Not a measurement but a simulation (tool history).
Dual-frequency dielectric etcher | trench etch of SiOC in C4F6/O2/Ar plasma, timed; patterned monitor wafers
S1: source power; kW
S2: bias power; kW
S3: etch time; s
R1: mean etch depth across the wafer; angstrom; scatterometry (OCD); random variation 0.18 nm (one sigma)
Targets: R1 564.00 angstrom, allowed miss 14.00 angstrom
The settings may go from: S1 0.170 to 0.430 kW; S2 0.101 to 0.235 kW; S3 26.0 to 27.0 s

run  hour     S1     S2    S3      R1
  1   0.0  0.300  0.168  26.0  503.03
  2   6.1  0.300  0.184  26.0  526.44
  3  13.6  0.300  0.155  26.0  488.58
  4  20.0  0.300  0.155  27.0  511.27
  5  21.0  0.300  0.155  26.0  491.46
     22.2  -- wet clean of the chamber
  6  22.2  0.300  0.155  26.0  470.04
  7  27.6  0.330  0.158  26.0  494.73
  8  29.6  0.390  0.170  26.0  543.13

5 next moves are on the table. One of them brings every result within its allowed miss. Which?
  A  31.6  0.360  0.169  27.0   ?
  B  31.6  0.380  0.163  26.0   ?
  C  31.6  0.370  0.188  26.5   ?
  D  31.6  0.370  0.164  26.5   ?
  E  31.6  0.390  0.167  26.0   ?

move      R1
   A  543.89
   B  527.95
   C  561.25
   D  533.67
   E  538.13
A: as far off as the last run
B: further off than the last run
C: meets every target
D: further off than the last run
E: further off than the last run
Move C is the one to make.
